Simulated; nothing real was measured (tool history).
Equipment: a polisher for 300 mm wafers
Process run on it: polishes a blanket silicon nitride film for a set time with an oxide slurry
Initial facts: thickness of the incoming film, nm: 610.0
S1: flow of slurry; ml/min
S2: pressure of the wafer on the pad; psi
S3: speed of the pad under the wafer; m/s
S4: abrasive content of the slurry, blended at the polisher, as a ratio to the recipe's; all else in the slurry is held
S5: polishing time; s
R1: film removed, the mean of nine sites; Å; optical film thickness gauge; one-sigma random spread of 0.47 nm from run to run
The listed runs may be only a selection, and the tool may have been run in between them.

{"run": 1, "hour": 0.0, "S1": 300, "S2": 3.1, "S3": 1.42, "S4": 1, "S5": 117, "R1": 898.67}
{"run": 2, "hour": 8.3, "S1": 300, "S2": 2.6, "S3": 1.4, "S4": 1, "S5": 117, "R1": 731.37}
{"run": 3, "hour": 17.2, "S1": 345, "S2": 2.6, "S3": 1.4, "S4": 1, "S5": 117, "R1": 735.4}
{"run": 4, "hour": 21.5, "S1": 345, "S2": 2.3, "S3": 1.4, "S4": 1, "S5": 117, "R1": 667.24}
{"run": 5, "hour": 24.7, "S1": 345, "S2": 2.3, "S3": 1.4, "S4": 1, "S5": 123, "R1": 701.24}
{"run": 6, "hour": 28.3, "S1": 345, "S2": 2.7, "S3": 1.4, "S4": 1, "S5": 123, "R1": 811.25}
{"run": 7, "hour": 31.5, "S1": 345, "S2": 2.3, "S3": 1.38, "S4": 1, "S5": 123, "R1": 684.61}

The next listed run, before its measurement:
{"run": 8, "hour": 39.2, "S1": 345, "S2": 2.1, "S3": 1.38, "S4": 1, "S5": 123, "R1": "?"}

R1: 634.47 Å
